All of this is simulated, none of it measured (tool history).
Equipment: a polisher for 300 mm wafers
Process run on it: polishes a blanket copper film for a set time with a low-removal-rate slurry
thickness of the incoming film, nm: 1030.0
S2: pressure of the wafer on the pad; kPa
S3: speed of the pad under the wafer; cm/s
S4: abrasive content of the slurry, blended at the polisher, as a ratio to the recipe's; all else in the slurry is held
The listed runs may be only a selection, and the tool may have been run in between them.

run 1 hour=0.0 | flow_of_slurry_(ml/min)=195 S2=21.4 S3=140 S4=1.0 polishing_time_(s)=39 | film_removed_(Å)=1761.6
run 2 hour=3.3 | flow_of_slurry_(ml/min)=195 S2=24.8 S3=140 S4=1.0 polishing_time_(s)=39 | film_removed_(Å)=2057.0
run 3 hour=4.4 | flow_of_slurry_(ml/min)=195 S2=29.0 S3=140 S4=1.0 polishing_time_(s)=39 | film_removed_(Å)=2349.1
run 4 hour=6.9 | flow_of_slurry_(ml/min)=215 S2=29.0 S3=140 S4=1.0 polishing_time_(s)=39 | film_removed_(Å)=2387.5
run 5 hour=8.4 | flow_of_slurry_(ml/min)=215 S2=29.6 S3=140 S4=1.0 polishing_time_(s)=39 | film_removed_(Å)=2453.6
run 6 hour=16.8 | flow_of_slurry_(ml/min)=215 S2=30.3 S3=140 S4=1.0 polishing_time_(s)=39 | film_removed_(Å)=2500.9
run 7 hour=24.5 | flow_of_slurry_(ml/min)=215 S2=31.0 S3=140 S4=1.0 polishing_time_(s)=39 | film_removed_(Å)=2560.1

What does the tool deliver on the next run?
run 8 hour=31.5 | flow_of_slurry_(ml/min)=215 S2=31.7 S3=140 S4=1.0 polishing_time_(s)=39 | film_removed_(Å)=?

{"run 8": {"film removed (Å)": 2637.1}}

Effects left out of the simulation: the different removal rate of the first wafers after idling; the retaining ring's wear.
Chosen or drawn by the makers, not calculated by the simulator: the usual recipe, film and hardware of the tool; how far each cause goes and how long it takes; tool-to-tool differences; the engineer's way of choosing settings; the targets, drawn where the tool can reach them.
